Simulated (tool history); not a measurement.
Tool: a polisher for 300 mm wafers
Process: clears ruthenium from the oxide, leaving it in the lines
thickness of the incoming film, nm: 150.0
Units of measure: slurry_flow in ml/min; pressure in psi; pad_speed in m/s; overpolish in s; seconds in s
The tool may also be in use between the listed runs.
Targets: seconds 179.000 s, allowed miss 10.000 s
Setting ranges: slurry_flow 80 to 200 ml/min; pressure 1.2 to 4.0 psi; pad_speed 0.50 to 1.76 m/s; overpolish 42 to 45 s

run	hour	slurry_flow	pressure	pad_speed	overpolish	seconds
1	0.0	130	2.6	1.12	42	91.588
2	7.8	130	2.2	1.08	42	113.200
3	14.8	130	1.9	1.06	42	128.140
4	21.0	155	1.9	1.06	42	128.930
5	28.7	155	1.9	1.06	42	126.650
6	33.9	155	1.7	1.04	42	144.930
7	39.2	155	1.6	1.04	42	147.670
8	46.2	155	1.5	1.02	42	158.540
9	50.8	155	1.5	1.02	42	165.720

4 candidate next runs follow, results not yet known. Just one meets every target within its allowed miss. Identify it.
A	55.4	145	2.3	0.56	45	?
B	55.4	145	1.2	1.06	42	?
C	55.4	155	1.2	1.02	42	?
D	55.4	140	1.2	1.18	42	?

move	seconds
A	197.080
B	199.040
C	204.240
D	180.510
A: takes the result that was furthest off past its target
B: takes the result that was furthest off past its target
C: takes the result that was furthest off past its target
D: all results land within tolerance of their targets
Answer: D
